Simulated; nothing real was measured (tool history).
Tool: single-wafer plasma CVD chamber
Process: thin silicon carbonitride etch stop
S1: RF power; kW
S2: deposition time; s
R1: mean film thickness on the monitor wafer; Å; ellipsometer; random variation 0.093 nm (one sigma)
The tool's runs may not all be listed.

Run 1, hour 0.0: S1 0.200 kW, S2 27.3 s. Result: R1 185.83 Å.
Run 2, hour 1.5: S1 0.210 kW, S2 27.7 s. Result: R1 192.11 Å.
Run 3, hour 7.7: S1 0.215 kW, S2 28.0 s. Result: R1 195.05 Å.
Run 4, hour 11.9: S1 0.205 kW, S2 28.0 s. Result: R1 192.39 Å.
Run 5, hour 19.7: S1 0.205 kW, S2 31.3 s. Result: R1 214.23 Å.
Run 6, hour 25.6: S1 0.205 kW, S2 28.8 s. Result: R1 197.07 Å.
Run 7, hour 28.8: S1 0.215 kW, S2 29.0 s. Result: R1 200.24 Å.
Run 8, hour 29.8: S1 0.220 kW, S2 29.3 s. Result: R1 204.73 Å.

The next listed run, before its measurement:
Run 9, hour 31.4: S1 0.225 kW, S2 29.4 s. Result: R1 ?.

{"run 9": {"R1": 205.8}}

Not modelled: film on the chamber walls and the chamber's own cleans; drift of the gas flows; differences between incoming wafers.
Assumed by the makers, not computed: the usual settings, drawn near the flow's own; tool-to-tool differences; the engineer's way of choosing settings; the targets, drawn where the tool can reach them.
